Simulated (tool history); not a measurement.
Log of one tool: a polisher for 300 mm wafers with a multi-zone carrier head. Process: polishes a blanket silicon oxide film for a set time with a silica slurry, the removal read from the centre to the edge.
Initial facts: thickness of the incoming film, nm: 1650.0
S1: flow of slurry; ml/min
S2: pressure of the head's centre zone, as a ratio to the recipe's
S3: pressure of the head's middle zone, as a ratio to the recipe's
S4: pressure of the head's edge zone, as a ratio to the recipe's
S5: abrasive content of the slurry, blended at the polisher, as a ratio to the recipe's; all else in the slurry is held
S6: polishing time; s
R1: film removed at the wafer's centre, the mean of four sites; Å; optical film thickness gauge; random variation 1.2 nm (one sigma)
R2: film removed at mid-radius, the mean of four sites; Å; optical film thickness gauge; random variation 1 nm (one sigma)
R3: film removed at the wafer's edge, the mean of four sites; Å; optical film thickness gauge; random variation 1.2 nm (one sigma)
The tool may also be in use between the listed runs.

Run 1, hour 0.0: S1 230 ml/min, S2 1.00, S3 1.00, S4 1.00, S5 1.00, S6 30 s. Result: R1 763.21 Å, R2 774.97 Å, R3 736.69 Å.
Run 2, hour 8.0: S1 230 ml/min, S2 1.00, S3 1.00, S4 1.00, S5 1.00, S6 37 s. Result: R1 954.17 Å, R2 941.51 Å, R3 920.18 Å.
Run 3, hour 15.4: S1 230 ml/min, S2 1.00, S3 1.00, S4 1.03, S5 1.00, S6 37 s. Result: R1 937.11 Å, R2 954.53 Å, R3 922.02 Å.
Run 4, hour 19.8: S1 255 ml/min, S2 1.00, S3 1.00, S4 1.03, S5 1.00, S6 37 s. Result: R1 978.03 Å, R2 946.35 Å, R3 954.22 Å.
Run 5, hour 24.4: S1 255 ml/min, S2 1.00, S3 0.96, S4 1.03, S5 1.00, S6 37 s. Result: R1 936.25 Å, R2 933.56 Å, R3 977.40 Å.
Run 6, hour 31.9: S1 255 ml/min, S2 1.00, S3 0.88, S4 1.03, S5 1.00, S6 37 s. Result: R1 970.51 Å, R2 856.43 Å, R3 961.61 Å.

Forecast run 7:
Run 7, hour 37.2: S1 310 ml/min, S2 1.09, S3 0.98, S4 0.93, S5 0.85, S6 37 s. Result: R1 ?, R2 ?, R3 ?.

R1: 1006.90 Å
R2: 915.70 Å
R3: 895.14 Å
